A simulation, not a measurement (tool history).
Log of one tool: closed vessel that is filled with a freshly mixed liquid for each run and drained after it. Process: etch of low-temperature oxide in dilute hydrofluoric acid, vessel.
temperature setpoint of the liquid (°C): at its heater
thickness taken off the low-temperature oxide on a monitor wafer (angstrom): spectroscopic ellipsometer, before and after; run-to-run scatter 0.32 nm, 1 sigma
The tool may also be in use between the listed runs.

| run | hour | temperature setpoint of the liquid (°C) | parts of water to one part of 49 % hydrofluoric acid (parts by volume) | time in the liquid (s) | thickness taken off the low-temperature oxide on a monitor wafer (angstrom) |
|---|---|---|---|---|---|
| 1 | 0.0 | 21.0 | 80 | 60 | 136.90 |
| 2 | 1.4 | 22.0 | 75 | 60 | 155.19 |
| 3 | 2.5 | 23.5 | 75 | 60 | 162.57 |
| 4 | 8.1 | 24.0 | 70 | 60 | 184.02 |
| 5 | 11.6 | 24.0 | 70 | 50 | 152.20 |
| 6 | 13.7 | 24.5 | 65 | 50 | 169.32 |
| 7 | 14.9 | 25.0 | 60 | 50 | 183.66 |
| 8 | 22.0 | 25.5 | 55 | 50 | 209.68 |
| 9 | 31.0 | 26.0 | 50 | 50 | 235.39 |
| 10 | 35.5 | 26.5 | 45 | 50 | 269.36 |

Run 11 comes next. What will it give?
| 11 | 39.9 | 27.0 | 45 | 50 | ? |

{"run 11": {"thickness taken off the low-temperature oxide on a monitor wafer (angstrom)": 275.87}}
